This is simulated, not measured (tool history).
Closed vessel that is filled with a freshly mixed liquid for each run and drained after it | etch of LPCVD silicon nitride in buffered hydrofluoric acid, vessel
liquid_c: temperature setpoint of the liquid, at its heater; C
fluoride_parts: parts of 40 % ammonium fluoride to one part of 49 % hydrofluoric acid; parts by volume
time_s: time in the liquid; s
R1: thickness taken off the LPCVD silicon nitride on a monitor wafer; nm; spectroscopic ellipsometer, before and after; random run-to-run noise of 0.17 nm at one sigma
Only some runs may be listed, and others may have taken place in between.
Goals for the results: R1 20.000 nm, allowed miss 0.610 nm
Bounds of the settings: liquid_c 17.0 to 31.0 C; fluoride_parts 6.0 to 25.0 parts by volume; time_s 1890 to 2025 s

{"run": 1, "hour": 0.0, "liquid_c": 23.0, "fluoride_parts": 15.5, "time_s": 1890, "R1": 16.146}
{"run": 2, "hour": 1.9, "liquid_c": 23.5, "fluoride_parts": 15.5, "time_s": 1890, "R1": 16.944}
{"run": 3, "hour": 9.4, "liquid_c": 24.0, "fluoride_parts": 15.5, "time_s": 1890, "R1": 17.308}
{"run": 4, "hour": 17.7, "liquid_c": 26.0, "fluoride_parts": 15.5, "time_s": 1890, "R1": 19.582}
{"run": 5, "hour": 19.2, "liquid_c": 26.0, "fluoride_parts": 15.5, "time_s": 1890, "R1": 19.114}
{"run": 6, "hour": 27.8, "liquid_c": 26.0, "fluoride_parts": 11.5, "time_s": 1890, "R1": 25.72}
{"run": 7, "hour": 34.0, "liquid_c": 25.5, "fluoride_parts": 11.5, "time_s": 1890, "R1": 25.152}
{"run": 8, "hour": 41.9, "liquid_c": 25.0, "fluoride_parts": 11.5, "time_s": 1890, "R1": 24.082}
{"run": 9, "hour": 49.3, "liquid_c": 24.5, "fluoride_parts": 11.5, "time_s": 1890, "R1": 23.6}
{"run": 10, "hour": 53.9, "liquid_c": 24.0, "fluoride_parts": 11.5, "time_s": 1890, "R1": 23.224}
{"run": 11, "hour": 60.8, "liquid_c": 23.5, "fluoride_parts": 11.5, "time_s": 1890, "R1": 22.666}
{"run": 12, "hour": 65.1, "liquid_c": 22.0, "fluoride_parts": 11.5, "time_s": 1890, "R1": 20.642}

5 candidate next runs follow, results not yet known. Just one meets every target within its allowed miss. Identify it.
{"run": "A", "hour": 69.4, "liquid_c": 21.5, "fluoride_parts": 11.0, "time_s": 1935, "R1": "?"}
{"run": "B", "hour": 69.4, "liquid_c": 26.5, "fluoride_parts": 14.0, "time_s": 1905, "R1": "?"}
{"run": "C", "hour": 69.4, "liquid_c": 22.0, "fluoride_parts": 12.0, "time_s": 1930, "R1": "?"}
{"run": "D", "hour": 69.4, "liquid_c": 22.5, "fluoride_parts": 11.5, "time_s": 1890, "R1": "?"}
{"run": "E", "hour": 69.4, "liquid_c": 25.5, "fluoride_parts": 14.0, "time_s": 1960, "R1": "?"}

move=A R1=21.445
move=B R1=21.908
move=C R1=20.199
move=D R1=21.197
move=E R1=21.358
A: its largest miss is bigger than the last run's
B: its largest miss is bigger than the last run's
C: all results in spec
D: its largest miss is bigger than the last run's
E: its largest miss is bigger than the last run's
Go with C: it meets all targets.
